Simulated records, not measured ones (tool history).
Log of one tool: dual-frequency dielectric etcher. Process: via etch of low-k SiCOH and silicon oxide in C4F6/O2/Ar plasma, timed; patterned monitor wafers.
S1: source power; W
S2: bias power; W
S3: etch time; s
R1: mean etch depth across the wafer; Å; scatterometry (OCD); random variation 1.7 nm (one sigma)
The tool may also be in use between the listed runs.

run  hour   S1   S2     S3      R1
  1   0.0  480  209  121.0  3835.0
  2   6.9  430  196  121.0  3618.0
  3   9.3  430  196  126.5  3738.4
  4  13.6  430  161  126.5  3426.8
     15.1  -- bias power generator calibrated
  5  15.1  500  161  126.5  3634.8
  6  19.0  450  158  126.5  3424.2
  7  21.1  420  157  126.5  3334.6

Run 8 comes next. What will it give?
  8  25.4  400  156  126.5   ?

Run 8 gave R1 3236.0 Å.

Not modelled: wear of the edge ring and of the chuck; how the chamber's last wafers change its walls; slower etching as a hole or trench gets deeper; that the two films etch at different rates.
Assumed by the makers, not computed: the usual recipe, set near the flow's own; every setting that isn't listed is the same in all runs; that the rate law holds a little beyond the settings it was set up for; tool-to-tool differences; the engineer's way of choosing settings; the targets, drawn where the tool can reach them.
